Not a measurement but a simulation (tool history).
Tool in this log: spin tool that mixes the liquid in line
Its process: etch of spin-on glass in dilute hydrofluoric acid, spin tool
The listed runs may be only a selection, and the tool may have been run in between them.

| run | hour | temperature setpoint of the liquid (°C) | parts of water to one part of 49 % hydrofluoric acid (parts by volume) | time under the liquid (s) | thickness taken off the spin-on glass on a monitor wafer (angstrom) |
|---|---|---|---|---|---|
| 1 | 0 | 21 | 215 | 15 | 20.649 |
| 2 | 7.2 | 21 | 165 | 15 | 28.183 |
| 3 | 10.5 | 21 | 130 | 15 | 37.752 |
| 4 | 12.6 | 21 | 130 | 15 | 37.618 |
| 5 | 16.9 | 20 | 135 | 15 | 34.218 |
| 6 | 19.1 | 19 | 135 | 15 | 33.381 |

What does the tool deliver on the next run?
| 7 | 22.1 | 19 | 135 | 15 | ? |

thickness taken off the spin-on glass on a monitor wafer (angstrom): 33.199

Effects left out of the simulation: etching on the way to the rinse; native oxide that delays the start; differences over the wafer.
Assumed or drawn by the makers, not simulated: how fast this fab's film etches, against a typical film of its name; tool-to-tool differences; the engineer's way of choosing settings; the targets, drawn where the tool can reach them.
